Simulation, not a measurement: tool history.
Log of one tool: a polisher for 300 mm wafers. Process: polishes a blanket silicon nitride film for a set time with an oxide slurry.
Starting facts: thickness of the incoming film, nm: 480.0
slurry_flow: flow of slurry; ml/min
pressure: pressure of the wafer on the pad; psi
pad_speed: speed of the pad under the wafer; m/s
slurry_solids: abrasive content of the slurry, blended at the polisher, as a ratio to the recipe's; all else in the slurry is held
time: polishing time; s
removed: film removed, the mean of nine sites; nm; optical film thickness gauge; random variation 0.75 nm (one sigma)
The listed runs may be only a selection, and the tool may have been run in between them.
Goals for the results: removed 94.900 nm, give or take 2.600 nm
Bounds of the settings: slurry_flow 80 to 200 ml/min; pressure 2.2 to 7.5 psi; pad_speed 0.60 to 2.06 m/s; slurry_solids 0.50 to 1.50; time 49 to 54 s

run  hour  slurry_flow  pressure  pad_speed  slurry_solids  time  removed
  1   0.0          130       4.8       1.32           1.00    54   67.247
  2   5.5          130       4.8       1.32           1.00    49   61.051
  3  14.1          135       5.0       1.32           1.00    49   63.870
  4  22.2          135       5.2       1.32           1.00    49   67.163
  5  29.9          135       5.4       1.32           1.00    49   68.430
  6  37.6          160       5.4       1.32           1.00    49   70.795
  7  40.5          160       5.6       1.32           1.00    49   73.047
  8  48.2          160       5.8       1.32           1.00    49   76.321
  9  48.7          185       6.8       1.32           1.00    49   89.155

5 candidate next runs follow, results not yet known. Just one meets every target within its allowed miss. Identify it.
  A  49.2          190       7.0       1.34           1.05    49        ?
  B  49.2          185       6.6       1.14           1.10    49        ?
  C  49.2          180       6.6       1.24           1.00    49        ?
  D  49.2          165       6.5       1.16           1.00    54        ?
  E  49.2          200       7.3       1.12           0.85    49        ?

move  removed
   A   96.438
   B   80.865
   C   83.655
   D   85.023
   E   82.059
A: every result lands within tolerance
B: its largest miss is bigger than the last run's
C: its largest miss is bigger than the last run's
D: its largest miss is bigger than the last run's
E: its largest miss is bigger than the last run's
A is the move that brings every result within its allowed miss.

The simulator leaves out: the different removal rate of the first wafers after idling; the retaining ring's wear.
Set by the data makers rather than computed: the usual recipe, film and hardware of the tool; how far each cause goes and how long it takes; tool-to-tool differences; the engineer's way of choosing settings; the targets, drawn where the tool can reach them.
